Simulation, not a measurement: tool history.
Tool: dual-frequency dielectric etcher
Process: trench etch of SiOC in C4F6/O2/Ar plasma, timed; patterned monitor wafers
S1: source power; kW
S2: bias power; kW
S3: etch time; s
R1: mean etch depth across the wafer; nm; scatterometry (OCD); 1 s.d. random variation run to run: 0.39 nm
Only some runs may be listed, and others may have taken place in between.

run,hour,S1,S2,S3,R1
1,0.0,0.340,0.162,28.5,52.474
2,8.5,0.340,0.173,28.5,53.413
3,16.4,0.340,0.163,28.5,52.498
4,17.9,0.360,0.167,28.5,53.845
5,20.3,0.380,0.171,28.5,56.010
6,26.1,0.380,0.159,28.5,54.751
7,29.4,0.390,0.161,28.5,55.166
8,31.6,0.400,0.163,28.5,55.345

For run 9, what comes out?
9,37.2,0.410,0.166,28.5,?

Run 9 yielded R1 56.121 nm.
